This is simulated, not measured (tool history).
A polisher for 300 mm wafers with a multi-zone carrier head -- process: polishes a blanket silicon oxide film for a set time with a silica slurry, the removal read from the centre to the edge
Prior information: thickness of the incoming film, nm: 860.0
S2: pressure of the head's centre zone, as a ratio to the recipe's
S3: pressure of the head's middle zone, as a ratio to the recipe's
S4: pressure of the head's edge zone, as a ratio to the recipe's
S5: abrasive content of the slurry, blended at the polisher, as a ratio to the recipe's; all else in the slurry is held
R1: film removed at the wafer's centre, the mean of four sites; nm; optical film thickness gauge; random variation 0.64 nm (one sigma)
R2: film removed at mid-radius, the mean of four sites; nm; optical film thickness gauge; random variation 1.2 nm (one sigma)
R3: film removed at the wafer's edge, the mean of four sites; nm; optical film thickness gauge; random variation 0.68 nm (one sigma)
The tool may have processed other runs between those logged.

{"run": 1, "hour": 0.0, "flow of slurry (ml/min)": 265, "S2": 1, "S3": 1, "S4": 1, "S5": 1, "polishing time (s)": 64, "R1": 173.31, "R2": 169.21, "R3": 171.97}
{"run": 2, "hour": 4.8, "flow of slurry (ml/min)": 265, "S2": 1, "S3": 1, "S4": 1, "S5": 1, "polishing time (s)": 50, "R1": 134.54, "R2": 133.3, "R3": 134.99}
{"run": 3, "hour": 9.9, "flow of slurry (ml/min)": 265, "S2": 1, "S3": 1, "S4": 1, "S5": 0.9, "polishing time (s)": 50, "R1": 128.17, "R2": 128.87, "R3": 128.72}
{"run": 4, "hour": 15.6, "flow of slurry (ml/min)": 265, "S2": 1, "S3": 1, "S4": 1, "S5": 0.9, "polishing time (s)": 64, "R1": 167.1, "R2": 163.03, "R3": 166.59}
{"run": 5, "hour": 18.6, "flow of slurry (ml/min)": 265, "S2": 1.05, "S3": 1, "S4": 1, "S5": 0.9, "polishing time (s)": 64, "R1": 175.06, "R2": 161.64, "R3": 165.4}
{"run": 6, "hour": 26.9, "flow of slurry (ml/min)": 265, "S2": 1.03, "S3": 1.01, "S4": 0.97, "S5": 0.8, "polishing time (s)": 61, "R1": 156.33, "R2": 151.87, "R3": 146.5}
{"run": 7, "hour": 30.8, "flow of slurry (ml/min)": 260, "S2": 1.01, "S3": 1, "S4": 0.94, "S5": 0.75, "polishing time (s)": 59, "R1": 142.66, "R2": 142.36, "R3": 138.98}
{"run": 8, "hour": 34.1, "flow of slurry (ml/min)": 270, "S2": 1.01, "S3": 1.01, "S4": 0.93, "S5": 0.7, "polishing time (s)": 57, "R1": 135.11, "R2": 131.59, "R3": 129.71}
{"run": 9, "hour": 39.0, "flow of slurry (ml/min)": 270, "S2": 1, "S3": 1.04, "S4": 0.92, "S5": 0.65, "polishing time (s)": 56, "R1": 127.95, "R2": 129.5, "R3": 121.26}
{"run": 10, "hour": 40.5, "flow of slurry (ml/min)": 280, "S2": 0.99, "S3": 1.05, "S4": 0.91, "S5": 0.6, "polishing time (s)": 55, "R1": 121.58, "R2": 125.53, "R3": 117.2}
{"run": 11, "hour": 42.3, "flow of slurry (ml/min)": 210, "S2": 0.96, "S3": 1.1, "S4": 0.81, "S5": 0.5, "polishing time (s)": 51, "R1": 97.777, "R2": 108.79, "R3": 91.747}

Run 12, settings as shown, results not yet in. Your forecast:
{"run": 12, "hour": 45.9, "flow of slurry (ml/min)": 225, "S2": 0.96, "S3": 1.1, "S4": 0.82, "S5": 0.5, "polishing time (s)": 51, "R1": "?", "R2": "?", "R3": "?"}

{"run 12": {"R1": 98.823, "R2": 109.43, "R3": 93.866}}
